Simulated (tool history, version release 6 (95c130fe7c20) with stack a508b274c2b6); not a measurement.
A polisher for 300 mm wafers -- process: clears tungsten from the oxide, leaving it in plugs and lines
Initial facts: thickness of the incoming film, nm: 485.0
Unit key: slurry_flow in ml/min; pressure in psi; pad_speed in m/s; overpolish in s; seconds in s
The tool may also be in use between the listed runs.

Run 1, hour 0.0: slurry_flow 150 ml/min, pressure 4.2 psi, pad_speed 0.90 m/s, slurry_solids 1.00, overpolish 34 s. Result: seconds 111.840 s.
Run 2, hour 2.6: slurry_flow 150 ml/min, pressure 4.2 psi, pad_speed 0.90 m/s, slurry_solids 0.90, overpolish 34 s. Result: seconds 113.970 s.
Run 3, hour 8.3: slurry_flow 150 ml/min, pressure 5.0 psi, pad_speed 0.90 m/s, slurry_solids 0.90, overpolish 34 s. Result: seconds 97.300 s.
Run 4, hour 9.0: slurry_flow 185 ml/min, pressure 5.0 psi, pad_speed 0.90 m/s, slurry_solids 0.90, overpolish 34 s. Result: seconds 94.042 s.
Run 5, hour 10.8: slurry_flow 185 ml/min, pressure 5.6 psi, pad_speed 0.90 m/s, slurry_solids 0.90, overpolish 34 s. Result: seconds 83.414 s.
Run 6, hour 17.1: slurry_flow 185 ml/min, pressure 5.6 psi, pad_speed 0.90 m/s, slurry_solids 1.05, overpolish 34 s. Result: seconds 79.947 s.
Run 7, hour 25.6: slurry_flow 185 ml/min, pressure 5.8 psi, pad_speed 0.92 m/s, slurry_solids 1.05, overpolish 34 s. Result: seconds 78.299 s.
Run 8, hour 30.9: slurry_flow 185 ml/min, pressure 5.9 psi, pad_speed 0.96 m/s, slurry_solids 1.05, overpolish 34 s. Result: seconds 72.707 s.

What does the tool deliver on the next run?
Run 9, hour 36.2: slurry_flow 190 ml/min, pressure 6.6 psi, pad_speed 1.04 m/s, slurry_solids 1.05, overpolish 34 s. Result: seconds ?.

Run 9 came out at seconds 60.167 s.
